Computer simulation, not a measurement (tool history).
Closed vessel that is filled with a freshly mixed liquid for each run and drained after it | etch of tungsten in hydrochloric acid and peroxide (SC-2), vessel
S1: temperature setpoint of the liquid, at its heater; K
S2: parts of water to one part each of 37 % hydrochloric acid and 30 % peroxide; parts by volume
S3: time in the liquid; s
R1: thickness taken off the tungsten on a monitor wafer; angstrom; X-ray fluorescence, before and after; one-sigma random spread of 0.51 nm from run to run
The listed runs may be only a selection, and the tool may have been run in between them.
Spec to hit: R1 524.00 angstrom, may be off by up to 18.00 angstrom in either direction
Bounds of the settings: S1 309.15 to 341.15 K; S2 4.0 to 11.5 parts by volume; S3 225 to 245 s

Run 1, hour 0.0: S1 325.15 K, S2 6.5 parts by volume, S3 225 s. Result: R1 431.82 angstrom.
Run 2, hour 5.6: S1 325.15 K, S2 6.5 parts by volume, S3 245 s. Result: R1 481.12 angstrom.
Run 3, hour 10.6: S1 325.15 K, S2 4.5 parts by volume, S3 245 s. Result: R1 623.27 angstrom.
Run 4, hour 13.4: S1 325.15 K, S2 4.0 parts by volume, S3 245 s. Result: R1 671.44 angstrom.
Run 5, hour 15.9: S1 324.65 K, S2 4.0 parts by volume, S3 245 s. Result: R1 652.37 angstrom.
Run 6, hour 18.2: S1 324.15 K, S2 4.0 parts by volume, S3 245 s. Result: R1 632.38 angstrom.
Run 7, hour 24.9: S1 324.15 K, S2 4.0 parts by volume, S3 245 s. Result: R1 632.30 angstrom.
Run 8, hour 30.8: S1 320.65 K, S2 4.0 parts by volume, S3 245 s. Result: R1 501.67 angstrom.

Which one of the following 5 next-run settings gets every result inside its allowed miss? There is exactly one.
Run A, hour 36.7: S1 322.15 K, S2 5.0 parts by volume, S3 245 s. Result: R1 ?.
Run B, hour 36.7: S1 321.65 K, S2 4.0 parts by volume, S3 240 s. Result: R1 ?.
Run C, hour 36.7: S1 320.15 K, S2 4.0 parts by volume, S3 240 s. Result: R1 ?.
Run D, hour 36.7: S1 321.65 K, S2 4.0 parts by volume, S3 225 s. Result: R1 ?.
Run E, hour 36.7: S1 319.65 K, S2 4.0 parts by volume, S3 245 s. Result: R1 ?.

move      R1
   A  478.68
   B  527.09
   C  476.25
   D  494.15
   E  469.91
A: its largest miss is bigger than the last run's
B: meets every target
C: its largest miss is bigger than the last run's
D: its largest miss is bigger than the last run's
E: its largest miss is bigger than the last run's
Move B is the one to make.
